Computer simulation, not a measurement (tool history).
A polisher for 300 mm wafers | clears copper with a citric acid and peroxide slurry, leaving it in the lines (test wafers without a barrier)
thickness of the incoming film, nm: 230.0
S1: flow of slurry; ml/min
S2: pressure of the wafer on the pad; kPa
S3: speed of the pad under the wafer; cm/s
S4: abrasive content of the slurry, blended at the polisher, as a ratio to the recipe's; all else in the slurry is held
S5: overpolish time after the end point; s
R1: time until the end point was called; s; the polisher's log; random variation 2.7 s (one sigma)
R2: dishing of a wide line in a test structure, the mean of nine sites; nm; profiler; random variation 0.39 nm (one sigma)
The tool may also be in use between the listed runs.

| run | hour | S1 | S2 | S3 | S4 | S5 | R1 | R2 |
|---|---|---|---|---|---|---|---|---|
| 1 | 0 | 235 | 16.5 | 134 | 1 | 26 | 111.37 | 28.834 |
| 2 | 2.6 | 235 | 16.5 | 134 | 1 | 22 | 110.68 | 26.597 |
| 3 | 6.2 | 235 | 15.2 | 132 | 1 | 27 | 121.99 | 27.613 |
| 4 | 7.4 | 235 | 14.5 | 130 | 1 | 31 | 129.24 | 29.275 |
| 5 | 15.4 | 235 | 14.5 | 130 | 1 | 26 | 132.43 | 26.352 |
| 6 | 24.3 | 235 | 14.5 | 130 | 1.15 | 26 | 123.43 | 27.066 |
| 7 | 33.1 | 235 | 13.8 | 128 | 1.15 | 30 | 134.55 | 28.551 |

Forecast run 8:
| 8 | 38.7 | 235 | 13.1 | 128 | 1.15 | 33 | ? | ? |

R1: 141.11 s
R2: 28.939 nm
